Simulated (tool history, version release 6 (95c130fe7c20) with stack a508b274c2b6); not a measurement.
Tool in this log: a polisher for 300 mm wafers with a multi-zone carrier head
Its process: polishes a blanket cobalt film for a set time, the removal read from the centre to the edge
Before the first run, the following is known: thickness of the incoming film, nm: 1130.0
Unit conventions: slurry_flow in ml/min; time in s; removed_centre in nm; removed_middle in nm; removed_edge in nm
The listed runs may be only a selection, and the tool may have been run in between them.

run,hour,slurry_flow,centre_zone,middle_zone,edge_zone,time,removed_centre,removed_middle,removed_edge
1,0.0,235,1.00,1.00,1.00,82,301.75,303.00,301.71
2,8.2,235,0.99,0.99,0.95,78,283.66,284.54,287.11
3,11.3,235,0.99,0.99,0.89,78,280.21,287.40,276.60
4,15.6,190,0.99,0.99,0.89,78,276.86,277.06,279.39
5,17.0,190,0.99,0.99,0.94,78,276.87,279.81,282.15
6,25.3,190,0.99,0.99,0.88,78,276.38,282.43,269.43

What does the tool deliver on the next run?
7,30.7,190,0.99,0.98,0.86,75,?,?,?

{"run 7": {"removed_centre": 262.41, "removed_middle": 264.07, "removed_edge": 258.8}}
